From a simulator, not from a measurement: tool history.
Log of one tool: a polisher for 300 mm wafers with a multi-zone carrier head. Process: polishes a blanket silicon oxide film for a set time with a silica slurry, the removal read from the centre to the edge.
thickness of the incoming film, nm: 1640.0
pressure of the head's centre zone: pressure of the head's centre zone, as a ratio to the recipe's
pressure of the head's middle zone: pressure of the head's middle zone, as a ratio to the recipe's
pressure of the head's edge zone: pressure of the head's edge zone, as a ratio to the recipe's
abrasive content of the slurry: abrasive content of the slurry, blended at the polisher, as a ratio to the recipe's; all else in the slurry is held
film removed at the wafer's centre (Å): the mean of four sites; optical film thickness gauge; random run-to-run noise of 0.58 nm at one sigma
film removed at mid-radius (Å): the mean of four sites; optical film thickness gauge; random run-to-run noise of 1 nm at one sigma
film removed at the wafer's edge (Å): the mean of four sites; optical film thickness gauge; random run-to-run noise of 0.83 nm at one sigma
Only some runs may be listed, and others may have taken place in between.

| run | day | flow of slurry (ml/min) | pressure of the head's centre zone | pressure of the head's middle zone | pressure of the head's edge zone | abrasive content of the slurry | polishing time (s) | film removed at the wafer's centre (Å) | film removed at mid-radius (Å) | film removed at the wafer's edge (Å) |
|---|---|---|---|---|---|---|---|---|---|---|
| 1 | 0.000 | 300 | 1.00 | 1.00 | 1.00 | 1.00 | 33 | 1229.80 | 1200.70 | 1257.50 |
| 2 | 0.212 | 260 | 1.00 | 1.00 | 1.00 | 1.00 | 33 | 1227.60 | 1213.60 | 1256.00 |
| 3 | 0.567 | 260 | 0.96 | 1.00 | 1.00 | 1.00 | 33 | 1193.80 | 1212.90 | 1242.50 |
| 4 | 0.779 | 260 | 0.93 | 0.98 | 0.97 | 0.85 | 32 | 1023.00 | 1060.50 | 1075.50 |
| 5 | 0.888 | 210 | 0.93 | 0.98 | 0.97 | 0.85 | 32 | 991.36 | 1034.10 | 1089.40 |
| 6 | 1.033 | 235 | 0.91 | 0.96 | 0.93 | 0.75 | 32 | 931.64 | 981.80 | 988.33 |
| 7 | 1.300 | 240 | 0.89 | 0.93 | 0.90 | 0.70 | 32 | 860.57 | 915.92 | 962.52 |
| 8 | 1.625 | 250 | 0.90 | 0.94 | 0.89 | 0.65 | 32 | 840.77 | 896.31 | 943.92 |

What does the tool deliver on the next run?
| 9 | 1.725 | 220 | 0.98 | 1.00 | 0.81 | 0.50 | 31 | ? | ? | ? |

Run 9 measured film removed at the wafer's centre (Å) 751.31, film removed at mid-radius (Å) 756.66, film removed at the wafer's edge (Å) 739.36.
